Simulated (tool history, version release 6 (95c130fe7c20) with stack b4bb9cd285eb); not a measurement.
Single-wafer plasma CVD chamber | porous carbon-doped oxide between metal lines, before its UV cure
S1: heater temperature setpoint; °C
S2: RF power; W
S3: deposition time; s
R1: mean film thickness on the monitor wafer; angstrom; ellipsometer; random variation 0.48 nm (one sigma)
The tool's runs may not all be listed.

Run 1, hour 0: S1 320 °C, S2 635 W, S3 34.2 s. Result: R1 2072.6 angstrom.
Run 2, hour 4.7: S1 311 °C, S2 635 W, S3 34.2 s. Result: R1 2156.1 angstrom.
Run 3, hour 12.9: S1 320 °C, S2 630 W, S3 34.2 s. Result: R1 2056.8 angstrom.
Run 4, hour 21.3: S1 326 °C, S2 625 W, S3 34.2 s. Result: R1 1998.7 angstrom.
Run 5, hour 26.9: S1 333 °C, S2 625 W, S3 34.2 s. Result: R1 1935.9 angstrom.
Run 6, hour 35.7: S1 336 °C, S2 625 W, S3 34.2 s. Result: R1 1913.9 angstrom.

Expected results for the next run?
Run 7, hour 38.2: S1 338 °C, S2 625 W, S3 34.2 s. Result: R1 ?.

Run 7 produced R1 1902.7 angstrom.

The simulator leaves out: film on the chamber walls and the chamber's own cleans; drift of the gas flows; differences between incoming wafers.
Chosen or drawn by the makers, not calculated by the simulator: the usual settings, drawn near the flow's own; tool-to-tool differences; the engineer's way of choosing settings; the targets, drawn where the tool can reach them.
